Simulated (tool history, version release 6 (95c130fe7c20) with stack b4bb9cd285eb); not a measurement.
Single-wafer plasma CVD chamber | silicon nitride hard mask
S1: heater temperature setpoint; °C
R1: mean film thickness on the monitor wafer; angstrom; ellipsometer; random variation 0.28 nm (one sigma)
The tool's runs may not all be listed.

{"run": 1, "hour": 0.0, "S1": 390, "chamber pressure (Pa)": 267, "RF power (kW)": 0.385, "deposition time (s)": 30.6, "R1": 452.96}
{"run": 2, "hour": 8.4, "S1": 390, "chamber pressure (Pa)": 267, "RF power (kW)": 0.385, "deposition time (s)": 31.5, "R1": 470.24}
{"run": 3, "hour": 10.9, "S1": 390, "chamber pressure (Pa)": 308, "RF power (kW)": 0.385, "deposition time (s)": 31.5, "R1": 475.92}
{"run": 4, "hour": 17.2, "S1": 398, "chamber pressure (Pa)": 308, "RF power (kW)": 0.385, "deposition time (s)": 31.5, "R1": 483.5}
{"run": 5, "hour": 20.7, "S1": 398, "chamber pressure (Pa)": 315, "RF power (kW)": 0.39, "deposition time (s)": 31.5, "R1": 486.02}
{"run": 6, "hour": 27.8, "S1": 398, "chamber pressure (Pa)": 319, "RF power (kW)": 0.395, "deposition time (s)": 31.5, "R1": 489.54}

Forecast run 7:
{"run": 7, "hour": 34.4, "S1": 398, "chamber pressure (Pa)": 323, "RF power (kW)": 0.4, "deposition time (s)": 31.5, "R1": "?"}

{"run 7": {"R1": 495.06}}

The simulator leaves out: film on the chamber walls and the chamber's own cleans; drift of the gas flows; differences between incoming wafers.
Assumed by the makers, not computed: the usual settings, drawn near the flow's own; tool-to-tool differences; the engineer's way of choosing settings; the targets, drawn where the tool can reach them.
